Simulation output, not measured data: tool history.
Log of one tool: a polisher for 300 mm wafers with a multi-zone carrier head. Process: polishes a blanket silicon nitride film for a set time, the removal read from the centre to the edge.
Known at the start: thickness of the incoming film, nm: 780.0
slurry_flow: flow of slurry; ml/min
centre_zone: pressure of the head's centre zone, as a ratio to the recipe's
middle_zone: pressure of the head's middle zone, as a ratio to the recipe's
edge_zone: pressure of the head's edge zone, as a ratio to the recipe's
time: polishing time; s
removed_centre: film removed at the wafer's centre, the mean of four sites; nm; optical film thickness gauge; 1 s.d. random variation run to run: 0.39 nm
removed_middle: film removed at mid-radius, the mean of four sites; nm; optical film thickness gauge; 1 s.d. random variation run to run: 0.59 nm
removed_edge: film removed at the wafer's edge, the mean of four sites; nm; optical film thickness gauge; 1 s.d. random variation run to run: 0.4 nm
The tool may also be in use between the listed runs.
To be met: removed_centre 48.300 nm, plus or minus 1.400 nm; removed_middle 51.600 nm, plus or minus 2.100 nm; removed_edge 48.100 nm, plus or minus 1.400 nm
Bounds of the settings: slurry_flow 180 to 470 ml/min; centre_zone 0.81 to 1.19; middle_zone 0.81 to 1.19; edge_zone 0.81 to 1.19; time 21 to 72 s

run	day	slurry_flow	centre_zone	middle_zone	edge_zone	time	removed_centre	removed_middle	removed_edge
1	0.000	300	1.00	1.00	1.00	46	85.778	86.411	88.904
2	0.200	365	1.00	1.00	1.00	46	88.916	89.235	91.294
3	0.517	365	1.04	1.00	1.00	46	93.073	88.968	90.199
4	0.683	355	1.03	1.00	0.98	42	82.469	79.147	82.239
5	0.817	350	1.03	1.03	0.95	39	76.514	76.741	76.106
6	1.008	425	1.03	1.03	0.95	39	78.639	80.024	75.044
7	1.196	430	1.02	1.02	0.93	36	71.606	72.528	70.154
8	1.550	435	1.02	1.02	0.91	34	68.442	69.014	64.687

Next run, 4 choices. One meets every target within its allowed miss, the rest don't. Which?
A	1.904	385	0.89	1.12	0.84	26	?	?	?
B	1.904	425	1.08	0.91	0.94	25	?	?	?
C	1.904	380	1.01	1.00	0.98	28	?	?	?
D	1.904	435	1.03	1.14	1.02	24	?	?	?

move	removed_centre	removed_middle	removed_edge
A	45.476	55.581	47.658
B	53.263	46.086	48.631
C	55.363	54.863	55.137
D	48.954	52.420	48.475
A: pushes the last run's worst result past its target
B: better than the last run, though not everything is in spec
C: better than the last run, though not everything is in spec
D: hits every target within its allowed miss
Answer: D
